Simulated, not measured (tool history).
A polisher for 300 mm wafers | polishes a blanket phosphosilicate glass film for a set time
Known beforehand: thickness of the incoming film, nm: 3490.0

run	hour	flow of slurry (ml/min)	pressure of the wafer on the pad (kPa)	speed of the pad under the wafer (m/s)	abrasive content of the slurry	polishing time (s)	film removed (Å)
1	0.0	245	19.3	1.14	1.00	99	7903.4
2	8.4	245	19.3	1.42	1.00	99	9394.8
3	10.4	285	19.3	1.42	1.00	99	9615.7
4	12.4	285	19.3	1.42	0.85	99	8728.6
5	14.1	285	17.9	1.34	0.85	99	7988.9
6	21.6	285	16.5	1.24	0.85	99	7023.7
7	25.4	285	15.9	1.16	0.85	99	6275.8
8	26.7	285	15.2	1.10	0.85	99	5634.5
9	31.0	285	14.5	1.06	0.85	99	5374.8
10	37.0	285	13.8	1.02	0.85	99	4818.2
11	44.7	285	13.1	1.00	0.85	99	4553.8
12	46.6	285	12.4	1.00	0.85	99	4355.6
13	47.1	285	11.7	1.00	0.85	99	4166.4
14	50.7	285	11.0	1.00	0.85	99	3952.5
15	54.4	280	11.0	1.00	0.85	99	3920.4

Run 16, settings as shown, results not yet in. Your forecast:
16	60.7	275	11.0	1.00	0.85	99	?

film removed (Å): 3968.7
